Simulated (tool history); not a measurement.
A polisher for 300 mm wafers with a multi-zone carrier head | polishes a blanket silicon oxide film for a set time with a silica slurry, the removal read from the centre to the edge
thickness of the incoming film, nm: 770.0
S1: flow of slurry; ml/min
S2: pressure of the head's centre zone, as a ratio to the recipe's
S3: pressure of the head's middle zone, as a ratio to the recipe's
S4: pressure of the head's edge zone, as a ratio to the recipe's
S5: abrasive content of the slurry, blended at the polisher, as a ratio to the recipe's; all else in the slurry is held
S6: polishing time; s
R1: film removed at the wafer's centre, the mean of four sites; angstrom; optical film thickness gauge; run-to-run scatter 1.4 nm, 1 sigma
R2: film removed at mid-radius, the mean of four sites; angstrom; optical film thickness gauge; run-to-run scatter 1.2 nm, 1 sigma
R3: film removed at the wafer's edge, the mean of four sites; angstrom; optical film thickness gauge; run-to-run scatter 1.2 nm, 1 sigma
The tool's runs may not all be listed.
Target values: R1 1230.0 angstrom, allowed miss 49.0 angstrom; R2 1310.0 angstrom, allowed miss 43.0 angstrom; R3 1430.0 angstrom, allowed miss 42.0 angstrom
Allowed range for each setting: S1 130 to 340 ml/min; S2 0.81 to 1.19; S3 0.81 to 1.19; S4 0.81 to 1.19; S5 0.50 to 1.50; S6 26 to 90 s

run 1 hour=0.0 | S1=220 S2=1.00 S3=1.00 S4=1.00 S5=1.00 S6=58 | R1=1581.9 R2=1588.2 R3=1612.3
run 2 hour=7.4 | S1=215 S2=0.98 S3=0.99 S4=0.99 S5=1.00 S6=58 | R1=1548.0 R2=1614.1 R3=1623.3
run 3 hour=11.9 | S1=215 S2=0.98 S3=0.99 S4=0.99 S5=0.80 S6=58 | R1=1294.9 R2=1311.3 R3=1344.9
run 4 hour=12.9 | S1=215 S2=0.97 S3=0.99 S4=1.00 S5=0.80 S6=58 | R1=1258.4 R2=1316.9 R3=1339.4
run 5 hour=21.3 | S1=215 S2=0.97 S3=0.99 S4=1.01 S5=0.80 S6=58 | R1=1286.0 R2=1304.9 R3=1364.4
run 6 hour=26.3 | S1=215 S2=0.96 S3=0.99 S4=1.02 S5=0.80 S6=58 | R1=1253.2 R2=1305.9 R3=1350.2
run 7 hour=28.5 | S1=215 S2=0.96 S3=0.99 S4=1.03 S5=0.80 S6=58 | R1=1268.5 R2=1340.3 R3=1362.0
run 8 hour=36.2 | S1=215 S2=0.96 S3=0.98 S4=1.04 S5=0.80 S6=58 | R1=1268.6 R2=1332.0 R3=1363.2
run 9 hour=44.4 | S1=210 S2=0.95 S3=0.97 S4=1.05 S5=0.80 S6=58 | R1=1231.7 R2=1317.2 R3=1382.3
run 10 hour=52.8 | S1=210 S2=0.95 S3=0.95 S4=1.07 S5=0.80 S6=58 | R1=1247.5 R2=1278.6 R3=1385.3

Which one of the following 4 next-run settings gets every result inside its allowed miss? There is exactly one.
run A hour=61.2 | S1=235 S2=1.00 S3=0.94 S4=1.05 S5=0.75 S6=59 | R1=? R2=? R3=?
run B hour=61.2 | S1=245 S2=1.04 S3=0.96 S4=1.12 S5=0.70 S6=62 | R1=? R2=? R3=?
run C hour=61.2 | S1=250 S2=0.91 S3=0.93 S4=1.07 S5=1.15 S6=45 | R1=? R2=? R3=?
run D hour=61.2 | S1=285 S2=1.04 S3=0.94 S4=1.09 S5=0.80 S6=52 | R1=? R2=? R3=?

move=A R1=1255.1 R2=1230.9 R3=1317.0
move=B R1=1279.3 R2=1223.5 R3=1330.4
move=C R1=1217.5 R2=1302.8 R3=1415.2
move=D R1=1252.6 R2=1178.1 R3=1278.5
A: moves away from the targets compared with the last run
B: moves away from the targets compared with the last run
C: each result inside its tolerance
D: moves away from the targets compared with the last run
Correct choice: C, which meets every target
